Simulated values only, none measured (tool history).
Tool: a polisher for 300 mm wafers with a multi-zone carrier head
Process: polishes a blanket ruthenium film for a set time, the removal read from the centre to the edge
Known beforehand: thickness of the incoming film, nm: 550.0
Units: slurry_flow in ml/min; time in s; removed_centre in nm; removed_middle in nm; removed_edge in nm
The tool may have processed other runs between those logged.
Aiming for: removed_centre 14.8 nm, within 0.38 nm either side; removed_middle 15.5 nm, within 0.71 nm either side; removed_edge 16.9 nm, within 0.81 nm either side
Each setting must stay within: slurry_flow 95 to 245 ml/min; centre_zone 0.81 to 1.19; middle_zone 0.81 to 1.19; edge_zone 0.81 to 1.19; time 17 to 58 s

run 1 hour=0 | slurry_flow=155 centre_zone=1 middle_zone=1 edge_zone=1 time=37 | removed_centre=36.682 removed_middle=36.86 removed_edge=35.913
run 2 hour=0.7 | slurry_flow=155 centre_zone=1 middle_zone=0.94 edge_zone=1 time=37 | removed_centre=36.298 removed_middle=34.614 removed_edge=36.517
run 3 hour=3 | slurry_flow=155 centre_zone=1 middle_zone=0.94 edge_zone=1 time=45 | removed_centre=44.654 removed_middle=41.411 removed_edge=44.317
run 4 hour=9.2 | slurry_flow=155 centre_zone=1 middle_zone=0.94 edge_zone=0.94 time=45 | removed_centre=44.144 removed_middle=42.099 removed_edge=43.567
run 5 hour=16.5 | slurry_flow=145 centre_zone=0.97 middle_zone=0.92 edge_zone=0.92 time=40 | removed_centre=37.406 removed_middle=36.585 removed_edge=36.527
run 6 hour=17.7 | slurry_flow=135 centre_zone=0.94 middle_zone=0.9 edge_zone=0.91 time=36 | removed_centre=32.418 removed_middle=31.871 removed_edge=32.797
run 7 hour=23.8 | slurry_flow=130 centre_zone=0.92 middle_zone=0.88 edge_zone=0.89 time=33 | removed_centre=28.277 removed_middle=28.619 removed_edge=30.773
run 8 hour=30.8 | slurry_flow=125 centre_zone=0.9 middle_zone=0.87 edge_zone=0.88 time=30 | removed_centre=25.432 removed_middle=25.688 removed_edge=26.988
run 9 hour=33.2 | slurry_flow=120 centre_zone=0.88 middle_zone=0.86 edge_zone=0.87 time=28 | removed_centre=23.062 removed_middle=23.543 removed_edge=24.54
run 10 hour=35.6 | slurry_flow=115 centre_zone=0.87 middle_zone=0.85 edge_zone=0.87 time=26 | removed_centre=20.959 removed_middle=21.786 removed_edge=22.684
run 11 hour=42.4 | slurry_flow=110 centre_zone=0.87 middle_zone=0.84 edge_zone=0.88 time=24 | removed_centre=18.946 removed_middle=19.369 removed_edge=21.084

Which single option among these 4 for the next run brings every result within its allowed miss of target? Just one does.
run A hour=49.2 | slurry_flow=120 centre_zone=0.85 middle_zone=0.82 edge_zone=0.92 time=30 | removed_centre=? removed_middle=? removed_edge=?
run B hour=49.2 | slurry_flow=135 centre_zone=0.91 middle_zone=1.12 edge_zone=0.81 time=18 | removed_centre=? removed_middle=? removed_edge=?
run C hour=49.2 | slurry_flow=170 centre_zone=1.02 middle_zone=1.19 edge_zone=0.81 time=23 | removed_centre=? removed_middle=? removed_edge=?
run D hour=49.2 | slurry_flow=95 centre_zone=0.85 middle_zone=0.84 edge_zone=0.88 time=20 | removed_centre=? removed_middle=? removed_edge=?

move=A removed_centre=23.499 removed_middle=24.574 removed_edge=27.986
move=B removed_centre=15.547 removed_middle=18.928 removed_edge=16.122
move=C removed_centre=23.306 removed_middle=26.491 removed_edge=21.282
move=D removed_centre=14.497 removed_middle=15.561 removed_edge=17.447
A: misses by more than the last run did
B: an improvement on the last run, though not all results are within tolerance
C: misses by more than the last run did
D: in spec on every target
Answer: D

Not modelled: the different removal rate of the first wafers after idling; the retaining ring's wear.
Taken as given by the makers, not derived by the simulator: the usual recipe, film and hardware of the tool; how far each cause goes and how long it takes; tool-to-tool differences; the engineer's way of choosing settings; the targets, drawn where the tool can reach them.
